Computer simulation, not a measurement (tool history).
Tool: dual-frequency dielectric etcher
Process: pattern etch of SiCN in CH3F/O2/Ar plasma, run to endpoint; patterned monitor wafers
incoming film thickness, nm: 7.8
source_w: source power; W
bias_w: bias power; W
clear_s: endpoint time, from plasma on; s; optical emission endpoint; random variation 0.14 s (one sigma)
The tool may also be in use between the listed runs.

run	hour	source_w	bias_w	clear_s
1	0.0	520	57	19.002
2	1.0	520	67	18.048
3	3.4	520	62	18.238
4	9.3	460	58	20.067
5	15.0	460	62	19.454
6	17.0	420	60	20.362
7	22.9	390	59	21.141
8	31.3	370	59	21.593

Forecast run 9:
9	39.7	360	59	?

{"run 9": {"clear_s": 22.1}}

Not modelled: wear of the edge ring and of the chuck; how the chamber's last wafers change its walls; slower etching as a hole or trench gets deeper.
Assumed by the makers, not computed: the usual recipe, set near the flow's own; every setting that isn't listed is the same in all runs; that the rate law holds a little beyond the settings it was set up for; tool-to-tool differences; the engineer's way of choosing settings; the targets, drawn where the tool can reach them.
